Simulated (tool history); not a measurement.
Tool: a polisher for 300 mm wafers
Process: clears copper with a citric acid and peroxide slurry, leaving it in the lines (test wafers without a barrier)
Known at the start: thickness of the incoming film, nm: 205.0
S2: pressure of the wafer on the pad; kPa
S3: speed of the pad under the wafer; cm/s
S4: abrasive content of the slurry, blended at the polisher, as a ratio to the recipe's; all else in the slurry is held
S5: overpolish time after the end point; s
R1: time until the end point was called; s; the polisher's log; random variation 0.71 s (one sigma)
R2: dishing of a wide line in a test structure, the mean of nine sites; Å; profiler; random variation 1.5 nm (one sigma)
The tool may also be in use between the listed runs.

Run 1, day 0.000: flow of slurry (ml/min) 295, S2 18.6 kPa, S3 136 cm/s, S4 1.0, S5 17 s. Result: R1 64.641 s, R2 356.48 Å.
Run 2, day 0.229: flow of slurry (ml/min) 295, S2 20.0 kPa, S3 136 cm/s, S4 1.0, S5 19 s. Result: R1 58.451 s, R2 420.27 Å.
Run 3, day 0.512: flow of slurry (ml/min) 295, S2 20.0 kPa, S3 136 cm/s, S4 0.9, S5 19 s. Result: R1 62.098 s, R2 416.58 Å.
Run 4, day 0.883: flow of slurry (ml/min) 295, S2 21.4 kPa, S3 136 cm/s, S4 0.9, S5 20 s. Result: R1 58.475 s, R2 458.13 Å.
Run 5, day 0.950: flow of slurry (ml/min) 295, S2 21.4 kPa, S3 136 cm/s, S4 0.9, S5 25 s. Result: R1 59.402 s, R2 530.59 Å.
Run 6, day 1.017: flow of slurry (ml/min) 235, S2 21.4 kPa, S3 136 cm/s, S4 0.9, S5 25 s. Result: R1 60.265 s, R2 531.75 Å.

Run 7 comes next. What will it give?
Run 7, day 1.075: flow of slurry (ml/min) 235, S2 22.1 kPa, S3 136 cm/s, S4 0.9, S5 25 s. Result: R1 ?, R2 ?.

Run 7 gave R1 60.524 s, R2 536.44 Å.
